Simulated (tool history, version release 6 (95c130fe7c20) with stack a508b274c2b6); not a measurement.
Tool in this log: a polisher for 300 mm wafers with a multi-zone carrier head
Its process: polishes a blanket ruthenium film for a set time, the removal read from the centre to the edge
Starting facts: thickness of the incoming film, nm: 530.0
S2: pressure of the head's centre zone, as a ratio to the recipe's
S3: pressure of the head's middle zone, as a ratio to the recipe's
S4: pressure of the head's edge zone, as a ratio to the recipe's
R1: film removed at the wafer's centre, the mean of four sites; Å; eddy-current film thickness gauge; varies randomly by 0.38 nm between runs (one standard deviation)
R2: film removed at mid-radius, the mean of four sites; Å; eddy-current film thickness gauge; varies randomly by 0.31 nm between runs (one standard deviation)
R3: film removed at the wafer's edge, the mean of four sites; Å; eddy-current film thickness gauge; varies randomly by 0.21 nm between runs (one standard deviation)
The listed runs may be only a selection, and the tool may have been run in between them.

Run 1, hour 0.0: flow of slurry (ml/min) 245, S2 1.00, S3 1.00, S4 1.00, polishing time (s) 35. Result: R1 278.85 Å, R2 279.78 Å, R3 286.82 Å.
Run 2, hour 8.5: flow of slurry (ml/min) 240, S2 1.00, S3 0.97, S4 1.00, polishing time (s) 34. Result: R1 260.61 Å, R2 272.57 Å, R3 276.29 Å.
Run 3, hour 13.5: flow of slurry (ml/min) 255, S2 1.03, S3 0.95, S4 1.03, polishing time (s) 33. Result: R1 261.57 Å, R2 261.85 Å, R3 267.21 Å.
Run 4, hour 21.6: flow of slurry (ml/min) 240, S2 1.05, S3 0.93, S4 1.05, polishing time (s) 33. Result: R1 272.52 Å, R2 249.23 Å, R3 273.70 Å.
Run 5, hour 30.4: flow of slurry (ml/min) 240, S2 1.05, S3 0.85, S4 1.05, polishing time (s) 33. Result: R1 273.33 Å, R2 234.48 Å, R3 274.97 Å.
Run 6, hour 38.6: flow of slurry (ml/min) 240, S2 1.05, S3 0.84, S4 1.05, polishing time (s) 33. Result: R1 268.62 Å, R2 231.94 Å, R3 273.36 Å.

What will run 7 give?
Run 7, hour 40.2: flow of slurry (ml/min) 235, S2 1.05, S3 0.84, S4 1.05, polishing time (s) 33. Result: R1 ?, R2 ?, R3 ?.

Run 7 measured R1 273.56 Å, R2 226.07 Å, R3 271.30 Å.

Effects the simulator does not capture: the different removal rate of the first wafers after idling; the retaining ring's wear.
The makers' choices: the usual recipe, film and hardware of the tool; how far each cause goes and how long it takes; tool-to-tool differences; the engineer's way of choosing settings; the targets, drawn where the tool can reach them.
